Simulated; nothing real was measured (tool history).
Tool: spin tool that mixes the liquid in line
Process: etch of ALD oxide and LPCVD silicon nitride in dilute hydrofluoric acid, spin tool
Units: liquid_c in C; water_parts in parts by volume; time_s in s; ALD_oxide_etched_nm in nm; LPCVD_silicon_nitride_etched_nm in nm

run  hour  liquid_c  water_parts  time_s  ALD_oxide_etched_nm  LPCVD_silicon_nitride_etched_nm
  1     0        21          280     180               7.2721                          0.27763
  2   8.3        23          240     180                 9.48                          0.35679
  3  12.7        23          335     180               6.1582                          0.25299
  4  21.7        26          335     180               6.8675                          0.31823
  5  26.5        26          335     155               5.8688                          0.25286
  6  35.1        26          335     110               4.1781                          0.16805
  7  37.2        26          335     110               4.1932                          0.16141
  8  42.8        29          225     125               8.8177                          0.36873
  9  47.8        29          180     125               11.595                          0.54504
 10  53.6        29          155     125               13.906                          0.54367

Run 11 comes next. What will it give?
 11  57.2        29          140     125                    ?                                ?

{"run 11": {"ALD_oxide_etched_nm": 15.804, "LPCVD_silicon_nitride_etched_nm": 0.61019}}
